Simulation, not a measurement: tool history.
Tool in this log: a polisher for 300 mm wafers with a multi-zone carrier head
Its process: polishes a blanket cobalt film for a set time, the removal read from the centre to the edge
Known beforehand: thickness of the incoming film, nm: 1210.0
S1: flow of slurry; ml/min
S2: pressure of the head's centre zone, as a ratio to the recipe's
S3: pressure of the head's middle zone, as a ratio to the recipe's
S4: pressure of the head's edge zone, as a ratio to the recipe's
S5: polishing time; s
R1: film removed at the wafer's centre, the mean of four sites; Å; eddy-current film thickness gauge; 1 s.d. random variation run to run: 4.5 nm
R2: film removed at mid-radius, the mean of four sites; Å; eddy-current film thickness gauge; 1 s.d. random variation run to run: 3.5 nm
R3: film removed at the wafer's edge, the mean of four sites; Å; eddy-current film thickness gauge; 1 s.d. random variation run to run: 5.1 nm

run 1 hour=0.0 | S1=225 S2=1.00 S3=1.00 S4=1.00 S5=82 | R1=4062.5 R2=4238.0 R3=4371.2
run 2 hour=3.8 | S1=225 S2=1.00 S3=1.00 S4=1.00 S5=67 | R1=3374.1 R2=3527.3 R3=3632.1
run 3 hour=7.6 | S1=220 S2=1.01 S3=0.98 S4=1.00 S5=67 | R1=3383.2 R2=3478.3 R3=3542.5
run 4 hour=15.7 | S1=220 S2=1.01 S3=0.98 S4=1.07 S5=67 | R1=3433.7 R2=3416.6 R3=3610.6
run 5 hour=21.9 | S1=255 S2=1.01 S3=0.98 S4=1.07 S5=67 | R1=3524.8 R2=3512.5 R3=3723.8
run 6 hour=27.4 | S1=255 S2=1.01 S3=0.98 S4=1.12 S5=67 | R1=3592.8 R2=3610.6 R3=3837.8
run 7 hour=31.4 | S1=245 S2=1.02 S3=0.96 S4=1.12 S5=67 | R1=3537.3 R2=3465.2 R3=3935.9
run 8 hour=36.0 | S1=240 S2=1.04 S3=0.95 S4=1.10 S5=66 | R1=3496.3 R2=3359.5 R3=3816.3
run 9 hour=38.0 | S1=240 S2=1.06 S3=0.95 S4=1.08 S5=65 | R1=3519.3 R2=3300.3 R3=3677.3

Expected results for the next run?
run 10 hour=43.4 | S1=235 S2=1.07 S3=0.94 S4=1.07 S5=65 | R1=? R2=? R3=?

{"run 10": {"R1": 3552.9, "R2": 3283.6, "R3": 3525.4}}
